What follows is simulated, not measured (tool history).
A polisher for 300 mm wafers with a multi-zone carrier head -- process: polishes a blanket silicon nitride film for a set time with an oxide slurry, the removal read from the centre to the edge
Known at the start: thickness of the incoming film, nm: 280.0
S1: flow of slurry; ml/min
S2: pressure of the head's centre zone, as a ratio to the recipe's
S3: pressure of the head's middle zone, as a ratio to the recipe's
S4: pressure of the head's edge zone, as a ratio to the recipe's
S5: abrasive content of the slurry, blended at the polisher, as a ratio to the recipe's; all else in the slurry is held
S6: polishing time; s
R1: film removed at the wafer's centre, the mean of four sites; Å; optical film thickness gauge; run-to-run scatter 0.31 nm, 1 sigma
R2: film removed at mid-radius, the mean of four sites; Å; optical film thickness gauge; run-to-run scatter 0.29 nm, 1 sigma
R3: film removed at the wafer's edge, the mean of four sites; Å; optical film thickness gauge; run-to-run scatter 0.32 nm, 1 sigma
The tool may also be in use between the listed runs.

run	hour	S1	S2	S3	S4	S5	S6	R1	R2	R3
1	0	270	1	1	1	1	48	416	415.35	405.17
2	3.4	215	1	1	1	1	48	406.28	401.43	393.2
3	7.8	215	1.05	1	1	1	48	426.44	407.47	393.65
4	8.5	215	1.05	1	1	0.9	48	410.43	388.99	385.25
5	16.6	215	1.05	1	0.98	0.9	48	410.92	385.55	378.76
6	23.4	215	1.13	1	0.98	0.9	48	445.85	393.78	372.25
7	32.4	215	1.13	1	0.98	0.9	48	440.71	393.57	375.09

What does the tool deliver on the next run?
8	33.5	215	1.12	1.01	0.97	0.9	48	?	?	?

Run 8 came out at R1 447.34 Å, R2 389.42 Å, R3 378.4 Å.

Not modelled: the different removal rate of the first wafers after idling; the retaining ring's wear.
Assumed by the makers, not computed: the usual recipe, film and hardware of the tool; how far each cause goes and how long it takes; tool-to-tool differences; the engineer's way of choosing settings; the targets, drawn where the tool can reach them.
